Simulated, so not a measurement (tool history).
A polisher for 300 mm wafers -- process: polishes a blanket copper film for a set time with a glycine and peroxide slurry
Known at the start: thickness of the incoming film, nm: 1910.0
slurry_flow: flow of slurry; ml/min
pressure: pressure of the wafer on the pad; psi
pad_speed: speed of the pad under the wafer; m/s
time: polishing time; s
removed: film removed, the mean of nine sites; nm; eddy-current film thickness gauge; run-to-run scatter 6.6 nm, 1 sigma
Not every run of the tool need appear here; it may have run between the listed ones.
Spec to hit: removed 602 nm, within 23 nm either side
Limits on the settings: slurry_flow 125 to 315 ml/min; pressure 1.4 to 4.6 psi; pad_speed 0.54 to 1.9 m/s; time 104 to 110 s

{"run": 1, "hour": 0.0, "slurry_flow": 205, "pressure": 3, "pad_speed": 1.22, "time": 104, "removed": 863.27}
{"run": 2, "hour": 6.2, "slurry_flow": 205, "pressure": 3, "pad_speed": 1.22, "time": 110, "removed": 903.3}
{"run": 3, "hour": 8.0, "slurry_flow": 205, "pressure": 2.7, "pad_speed": 1.22, "time": 110, "removed": 831.02}
{"run": 4, "hour": 12.9, "slurry_flow": 205, "pressure": 2.7, "pad_speed": 1.52, "time": 110, "removed": 1020.2}
{"run": 5, "hour": 18.6, "slurry_flow": 205, "pressure": 2.5, "pad_speed": 1.48, "time": 110, "removed": 934.01}
{"run": 6, "hour": 21.9, "slurry_flow": 205, "pressure": 2.3, "pad_speed": 1.46, "time": 110, "removed": 875.55}
{"run": 7, "hour": 28.3, "slurry_flow": 205, "pressure": 2.1, "pad_speed": 1.42, "time": 110, "removed": 805.31}
{"run": 8, "hour": 31.0, "slurry_flow": 205, "pressure": 2, "pad_speed": 1.4, "time": 110, "removed": 763.55}

Next run, 5 choices. One meets every target within its allowed miss, the rest don't. Which?
{"run": "A", "hour": 33.7, "slurry_flow": 215, "pressure": 1.6, "pad_speed": 1.42, "time": 106, "removed": "?"}
{"run": "B", "hour": 33.7, "slurry_flow": 210, "pressure": 2.1, "pad_speed": 1.26, "time": 104, "removed": "?"}
{"run": "C", "hour": 33.7, "slurry_flow": 205, "pressure": 1.4, "pad_speed": 1.46, "time": 105, "removed": "?"}
{"run": "D", "hour": 33.7, "slurry_flow": 180, "pressure": 1.4, "pad_speed": 1.32, "time": 105, "removed": "?"}
{"run": "E", "hour": 33.7, "slurry_flow": 210, "pressure": 1.7, "pad_speed": 1.12, "time": 104, "removed": "?"}

move=A removed=645.13
move=B removed=679.78
move=C removed=599.65
move=D removed=542.62
move=E removed=541.55
A: moves toward the targets from the last run without getting all of them in spec
B: moves toward the targets from the last run without getting all of them in spec
C: every result within its allowed miss
D: moves the result that the last run missed by most past its target, out the other side
E: moves the result that the last run missed by most past its target, out the other side
The right move is C.
